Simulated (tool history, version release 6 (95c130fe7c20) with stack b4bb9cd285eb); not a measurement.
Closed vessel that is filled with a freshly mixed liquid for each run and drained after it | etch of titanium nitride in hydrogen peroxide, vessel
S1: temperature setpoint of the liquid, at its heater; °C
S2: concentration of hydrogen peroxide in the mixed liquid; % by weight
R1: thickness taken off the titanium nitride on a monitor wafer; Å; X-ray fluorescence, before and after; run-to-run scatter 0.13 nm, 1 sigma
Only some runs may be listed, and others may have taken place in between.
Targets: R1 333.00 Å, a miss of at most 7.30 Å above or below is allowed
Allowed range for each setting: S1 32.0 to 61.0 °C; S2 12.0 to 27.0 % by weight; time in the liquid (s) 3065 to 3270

{"run": 1, "hour": 0.0, "S1": 45.0, "S2": 18.0, "time in the liquid (s)": 3065, "R1": 828.05}
{"run": 2, "hour": 6.0, "S1": 45.0, "S2": 16.0, "time in the liquid (s)": 3065, "R1": 810.76}
{"run": 3, "hour": 15.9, "S1": 51.0, "S2": 16.0, "time in the liquid (s)": 3065, "R1": 1241.3}
{"run": 4, "hour": 23.6, "S1": 51.0, "S2": 18.5, "time in the liquid (s)": 3065, "R1": 1282.2}
{"run": 5, "hour": 32.1, "S1": 46.0, "S2": 18.5, "time in the liquid (s)": 3065, "R1": 897.91}
{"run": 6, "hour": 40.2, "S1": 46.0, "S2": 21.0, "time in the liquid (s)": 3065, "R1": 915.14}
{"run": 7, "hour": 44.1, "S1": 46.0, "S2": 21.0, "time in the liquid (s)": 3065, "R1": 918.86}
{"run": 8, "hour": 50.2, "S1": 46.0, "S2": 21.0, "time in the liquid (s)": 3065, "R1": 920.1}

Below are 5 possible settings for the next run. Only one of them brings all results inside the allowed miss of their targets. Which is it?
{"run": "A", "hour": 56.3, "S1": 33.0, "S2": 20.0, "time in the liquid (s)": 3065, "R1": "?"}
{"run": "B", "hour": 56.3, "S1": 34.0, "S2": 16.0, "time in the liquid (s)": 3065, "R1": "?"}
{"run": "C", "hour": 56.3, "S1": 33.5, "S2": 21.5, "time in the liquid (s)": 3065, "R1": "?"}
{"run": "D", "hour": 56.3, "S1": 33.5, "S2": 22.0, "time in the liquid (s)": 3065, "R1": "?"}
{"run": "E", "hour": 56.3, "S1": 34.0, "S2": 17.0, "time in the liquid (s)": 3065, "R1": "?"}

move=A R1=330.99
move=B R1=342.01
move=C R1=349.95
move=D R1=351.69
move=E R1=346.42
A: all results land within tolerance of their targets
B: closer than the last run, but not yet in spec
C: closer than the last run, but not yet in spec
D: closer than the last run, but not yet in spec
E: closer than the last run, but not yet in spec
Move A is the one to make.
